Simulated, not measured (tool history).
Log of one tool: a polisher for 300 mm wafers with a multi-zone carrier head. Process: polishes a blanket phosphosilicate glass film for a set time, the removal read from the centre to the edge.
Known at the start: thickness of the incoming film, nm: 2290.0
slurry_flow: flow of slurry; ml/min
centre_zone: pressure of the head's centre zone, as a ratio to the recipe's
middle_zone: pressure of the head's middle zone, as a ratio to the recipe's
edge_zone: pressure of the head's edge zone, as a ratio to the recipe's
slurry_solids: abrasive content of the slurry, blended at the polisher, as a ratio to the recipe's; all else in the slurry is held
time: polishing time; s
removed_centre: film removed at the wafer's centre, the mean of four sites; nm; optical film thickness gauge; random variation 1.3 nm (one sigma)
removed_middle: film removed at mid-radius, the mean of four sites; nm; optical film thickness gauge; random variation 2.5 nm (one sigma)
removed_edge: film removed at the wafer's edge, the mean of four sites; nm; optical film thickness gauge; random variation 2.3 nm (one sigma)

run 1 hour=0 | slurry_flow=165 centre_zone=1 middle_zone=1 edge_zone=1 slurry_solids=1 time=41 | removed_centre=240.78 removed_middle=233.3 removed_edge=223.83
run 2 hour=3.5 | slurry_flow=160 centre_zone=0.98 middle_zone=0.99 edge_zone=0.98 slurry_solids=0.95 time=41 | removed_centre=226.72 removed_middle=226.24 removed_edge=219.27
run 3 hour=7.2 | slurry_flow=160 centre_zone=0.98 middle_zone=0.95 edge_zone=0.98 slurry_solids=0.95 time=41 | removed_centre=230.61 removed_middle=212.91 removed_edge=216.45
run 4 hour=9.8 | slurry_flow=160 centre_zone=0.97 middle_zone=0.95 edge_zone=0.96 slurry_solids=0.9 time=41 | removed_centre=223.09 removed_middle=206.44 removed_edge=210.17
run 5 hour=17.7 | slurry_flow=160 centre_zone=0.96 middle_zone=0.96 edge_zone=0.94 slurry_solids=0.85 time=41 | removed_centre=216.77 removed_middle=206.31 removed_edge=208.92
run 6 hour=25.9 | slurry_flow=160 centre_zone=0.96 middle_zone=0.97 edge_zone=0.93 slurry_solids=0.8 time=41 | removed_centre=209.43 removed_middle=204.68 removed_edge=202.92
run 7 hour=34.4 | slurry_flow=160 centre_zone=0.95 middle_zone=0.97 edge_zone=0.92 slurry_solids=0.75 time=41 | removed_centre=203.67 removed_middle=192.21 removed_edge=191.86
run 8 hour=36.3 | slurry_flow=155 centre_zone=0.94 middle_zone=0.98 edge_zone=0.91 slurry_solids=0.75 time=41 | removed_centre=198.44 removed_middle=199.05 removed_edge=191.75

Forecast run 9:
-- hour=40.2 centre zone pressure recalibrated
run 9 hour=40.2 | slurry_flow=120 centre_zone=0.89 middle_zone=0.92 edge_zone=0.85 slurry_solids=0.65 time=41 | removed_centre=? removed_middle=? removed_edge=?

{"run 9": {"removed_centre": 149.07, "removed_middle": 164.66, "removed_edge": 166.7}}

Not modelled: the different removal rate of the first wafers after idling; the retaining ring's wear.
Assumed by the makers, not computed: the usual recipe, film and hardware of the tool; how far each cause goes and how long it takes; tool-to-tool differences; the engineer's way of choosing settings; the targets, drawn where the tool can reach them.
